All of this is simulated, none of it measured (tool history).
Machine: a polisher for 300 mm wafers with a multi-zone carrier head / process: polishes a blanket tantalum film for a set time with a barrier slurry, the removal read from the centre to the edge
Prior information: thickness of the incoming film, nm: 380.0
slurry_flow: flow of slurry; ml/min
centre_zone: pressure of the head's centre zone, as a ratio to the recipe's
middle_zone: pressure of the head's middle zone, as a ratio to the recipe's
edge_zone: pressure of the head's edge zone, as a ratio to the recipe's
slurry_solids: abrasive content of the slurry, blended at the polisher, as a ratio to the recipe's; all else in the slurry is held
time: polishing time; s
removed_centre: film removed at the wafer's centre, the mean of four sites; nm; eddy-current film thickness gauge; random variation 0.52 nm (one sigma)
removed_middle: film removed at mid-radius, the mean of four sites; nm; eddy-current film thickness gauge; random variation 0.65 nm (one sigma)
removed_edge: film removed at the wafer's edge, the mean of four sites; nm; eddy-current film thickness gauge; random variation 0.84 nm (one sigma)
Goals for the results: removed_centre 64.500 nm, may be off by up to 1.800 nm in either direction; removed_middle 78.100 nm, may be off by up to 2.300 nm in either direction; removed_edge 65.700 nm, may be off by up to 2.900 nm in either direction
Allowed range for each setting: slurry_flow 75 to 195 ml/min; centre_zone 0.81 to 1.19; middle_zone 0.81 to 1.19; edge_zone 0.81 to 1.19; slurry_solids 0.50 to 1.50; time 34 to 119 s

Run 1, hour 0.0: slurry_flow 125 ml/min, centre_zone 1.00, middle_zone 1.00, edge_zone 1.00, slurry_solids 1.00, time 76 s. Result: removed_centre 114.650 nm, removed_middle 117.130 nm, removed_edge 113.300 nm.
Run 2, hour 5.3: slurry_flow 125 ml/min, centre_zone 1.00, middle_zone 0.96, edge_zone 1.00, slurry_solids 1.00, time 76 s. Result: removed_centre 112.520 nm, removed_middle 112.230 nm, removed_edge 112.580 nm.
Run 3, hour 8.7: slurry_flow 125 ml/min, centre_zone 1.00, middle_zone 0.90, edge_zone 1.00, slurry_solids 1.00, time 76 s. Result: removed_centre 112.190 nm, removed_middle 104.650 nm, removed_edge 114.930 nm.
Run 4, hour 11.0: slurry_flow 120 ml/min, centre_zone 0.96, middle_zone 0.95, edge_zone 0.95, slurry_solids 0.85, time 69 s. Result: removed_centre 93.093 nm, removed_middle 94.857 nm, removed_edge 95.305 nm.
Run 5, hour 18.5: slurry_flow 115 ml/min, centre_zone 0.93, middle_zone 0.98, edge_zone 0.91, slurry_solids 0.75, time 65 s. Result: removed_centre 81.437 nm, removed_middle 86.499 nm, removed_edge 84.300 nm.
Run 6, hour 23.2: slurry_flow 115 ml/min, centre_zone 0.93, middle_zone 0.98, edge_zone 0.91, slurry_solids 0.60, time 65 s. Result: removed_centre 74.987 nm, removed_middle 79.468 nm, removed_edge 75.918 nm.
Run 7, hour 27.0: slurry_flow 105 ml/min, centre_zone 0.92, middle_zone 1.02, edge_zone 0.89, slurry_solids 0.55, time 64 s. Result: removed_centre 69.346 nm, removed_middle 76.936 nm, removed_edge 70.754 nm.
Run 8, hour 34.3: slurry_flow 100 ml/min, centre_zone 0.91, middle_zone 1.05, edge_zone 0.87, slurry_solids 0.55, time 64 s. Result: removed_centre 67.170 nm, removed_middle 76.776 nm, removed_edge 70.871 nm.

5 candidate next runs follow, results not yet known. Just one meets every target within its allowed miss. Identify it.
Run A, hour 41.6: slurry_flow 100 ml/min, centre_zone 0.92, middle_zone 1.12, edge_zone 0.84, slurry_solids 0.50, time 64 s. Result: removed_centre ?, removed_middle ?, removed_edge ?.
Run B, hour 41.6: slurry_flow 110 ml/min, centre_zone 0.82, middle_zone 0.91, edge_zone 0.88, slurry_solids 0.70, time 63 s. Result: removed_centre ?, removed_middle ?, removed_edge ?.
Run C, hour 41.6: slurry_flow 100 ml/min, centre_zone 0.84, middle_zone 1.02, edge_zone 0.91, slurry_solids 0.60, time 65 s. Result: removed_centre ?, removed_middle ?, removed_edge ?.
Run D, hour 41.6: slurry_flow 115 ml/min, centre_zone 0.96, middle_zone 1.00, edge_zone 0.90, slurry_solids 0.65, time 59 s. Result: removed_centre ?, removed_middle ?, removed_edge ?.
Run E, hour 41.6: slurry_flow 165 ml/min, centre_zone 1.03, middle_zone 1.15, edge_zone 0.86, slurry_solids 0.65, time 51 s. Result: removed_centre ?, removed_middle ?, removed_edge ?.

move  removed_centre  removed_middle  removed_edge
   A          64.832          78.842        65.482
   B          69.429          77.081        77.349
   C          66.461          80.023        74.670
   D          72.330          76.875        71.680
   E          72.519          81.241        64.239
A: every result within its allowed miss
B: lands further from the targets than the last run did
C: lands further from the targets than the last run did
D: lands further from the targets than the last run did
E: brings the last run's worst result on target, with another outside its allowed miss
A is the move that brings every result within its allowed miss.

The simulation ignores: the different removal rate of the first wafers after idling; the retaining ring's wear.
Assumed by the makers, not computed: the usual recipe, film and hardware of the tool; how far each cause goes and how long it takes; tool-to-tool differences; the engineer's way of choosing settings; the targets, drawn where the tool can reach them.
